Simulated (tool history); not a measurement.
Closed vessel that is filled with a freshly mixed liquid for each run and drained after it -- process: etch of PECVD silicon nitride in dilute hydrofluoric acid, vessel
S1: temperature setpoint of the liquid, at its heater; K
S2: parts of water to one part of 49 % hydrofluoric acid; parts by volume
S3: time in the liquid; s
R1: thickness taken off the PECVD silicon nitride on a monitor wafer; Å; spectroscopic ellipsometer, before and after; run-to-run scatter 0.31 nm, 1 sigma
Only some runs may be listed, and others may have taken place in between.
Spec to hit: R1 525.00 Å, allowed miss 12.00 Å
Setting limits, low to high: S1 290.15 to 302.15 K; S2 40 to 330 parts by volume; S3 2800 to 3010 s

run,hour,S1,S2,S3,R1
1,0.0,294.15,185,2800,251.31
2,2.7,295.65,175,2800,290.82
3,5.3,297.15,165,2800,339.24
4,10.2,298.15,160,2800,373.11
5,19.8,299.15,155,2800,406.28
6,27.2,299.65,150,2800,436.30
7,29.4,300.15,150,2800,449.52
8,35.8,300.65,150,2800,465.33

Exactly one of the 5 candidate moves below puts every result within its allowed miss. Which one?
A,42.2,297.65,110,2800,?
B,42.2,302.15,140,2800,?
C,42.2,299.15,115,2800,?
D,42.2,302.15,140,2850,?
E,42.2,302.15,145,2950,?

move,R1
A,523.14
B,547.70
C,551.73
D,557.48
E,556.96
A: all results land within tolerance of their targets
B: moves the result that the last run missed by most past its target, out the other side
C: moves the result that the last run missed by most past its target, out the other side
D: moves the result that the last run missed by most past its target, out the other side
E: moves the result that the last run missed by most past its target, out the other side
A meets every target.
